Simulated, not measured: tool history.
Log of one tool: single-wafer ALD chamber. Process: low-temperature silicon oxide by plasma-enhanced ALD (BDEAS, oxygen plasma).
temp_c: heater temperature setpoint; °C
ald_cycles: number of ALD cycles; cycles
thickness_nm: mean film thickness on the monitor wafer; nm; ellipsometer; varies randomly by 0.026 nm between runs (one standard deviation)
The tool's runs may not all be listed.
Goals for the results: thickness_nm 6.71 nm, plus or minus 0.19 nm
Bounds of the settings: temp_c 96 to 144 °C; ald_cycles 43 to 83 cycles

{"run": 1, "hour": 0.0, "temp_c": 120, "ald_cycles": 63, "thickness_nm": 8.4976}
{"run": 2, "hour": 6.6, "temp_c": 121, "ald_cycles": 60, "thickness_nm": 8.115}
{"run": 3, "hour": 11.0, "temp_c": 121, "ald_cycles": 57, "thickness_nm": 7.6392}
{"run": 4, "hour": 16.8, "temp_c": 121, "ald_cycles": 61, "thickness_nm": 8.1482}
{"run": 5, "hour": 23.4, "temp_c": 121, "ald_cycles": 57, "thickness_nm": 7.6435}
{"run": 6, "hour": 26.9, "temp_c": 121, "ald_cycles": 55, "thickness_nm": 7.3688}
{"run": 7, "hour": 34.5, "temp_c": 121, "ald_cycles": 54, "thickness_nm": 7.2527}
{"run": 8, "hour": 40.8, "temp_c": 121, "ald_cycles": 53, "thickness_nm": 7.117}
{"run": 9, "hour": 42.7, "temp_c": 121, "ald_cycles": 52, "thickness_nm": 6.9889}

Exactly one of the 4 candidate moves below puts every result within its allowed miss. Which one?
{"run": "A", "hour": 44.6, "temp_c": 127, "ald_cycles": 50, "thickness_nm": "?"}
{"run": "B", "hour": 44.6, "temp_c": 129, "ald_cycles": 56, "thickness_nm": "?"}
{"run": "C", "hour": 44.6, "temp_c": 114, "ald_cycles": 52, "thickness_nm": "?"}
{"run": "D", "hour": 44.6, "temp_c": 120, "ald_cycles": 53, "thickness_nm": "?"}

move=A thickness_nm=6.6065
move=B thickness_nm=7.3703
move=C thickness_nm=7.046
move=D thickness_nm=7.0991
A: in spec on every target
B: moves away from the targets compared with the last run
C: moves away from the targets compared with the last run
D: moves away from the targets compared with the last run
Answer: A
